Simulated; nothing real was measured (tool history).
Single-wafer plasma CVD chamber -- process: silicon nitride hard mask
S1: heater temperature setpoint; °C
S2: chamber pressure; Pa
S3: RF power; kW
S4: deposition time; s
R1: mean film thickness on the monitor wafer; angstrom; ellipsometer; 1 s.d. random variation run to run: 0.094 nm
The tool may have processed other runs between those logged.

run,day,S1,S2,S3,S4,R1
1,0.000,395,264,0.230,24.0,242.05
2,0.192,395,251,0.225,24.0,233.74
3,0.546,395,239,0.220,24.0,227.09
4,0.725,395,228,0.220,24.0,223.86
5,1.004,395,219,0.220,24.0,222.80
6,1.317,395,211,0.215,24.0,216.35
7,1.504,395,204,0.215,24.0,213.83
8,1.596,395,197,0.215,24.0,211.33
9,1.883,395,192,0.215,24.0,210.50
10,2.096,395,188,0.215,24.0,209.16

For run 11, what comes out?
11,2.154,395,184,0.215,24.0,?

{"run 11": {"R1": 209.83}}
